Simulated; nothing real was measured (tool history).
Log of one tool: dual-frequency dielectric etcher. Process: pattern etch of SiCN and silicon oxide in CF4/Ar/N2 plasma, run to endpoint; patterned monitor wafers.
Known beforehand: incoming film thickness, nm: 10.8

| run | day | source power (kW) | bias power (kW) | Ar flow (sccm) | CF4 flow (sccm) | endpoint time (s) |
|---|---|---|---|---|---|---|
| 1 | 0.000 | 0.600 | 0.051 | 74 | 75 | 10.548 |
| 2 | 0.367 | 0.570 | 0.051 | 74 | 75 | 10.982 |
| 3 | 0.508 | 0.540 | 0.051 | 74 | 75 | 11.410 |
| 4 | 0.712 | 0.540 | 0.051 | 85 | 75 | 11.653 |
| 5 | 0.904 | 0.520 | 0.051 | 85 | 75 | 11.850 |
| 6 | 1.108 | 0.500 | 0.051 | 85 | 75 | 12.134 |
| 7 | 1.242 | 0.480 | 0.051 | 85 | 75 | 12.429 |

Estimate the outcome of run 8 from the log above:
| 8 | 1.325 | 0.480 | 0.051 | 85 | 75 | ? |

endpoint time (s): 12.396

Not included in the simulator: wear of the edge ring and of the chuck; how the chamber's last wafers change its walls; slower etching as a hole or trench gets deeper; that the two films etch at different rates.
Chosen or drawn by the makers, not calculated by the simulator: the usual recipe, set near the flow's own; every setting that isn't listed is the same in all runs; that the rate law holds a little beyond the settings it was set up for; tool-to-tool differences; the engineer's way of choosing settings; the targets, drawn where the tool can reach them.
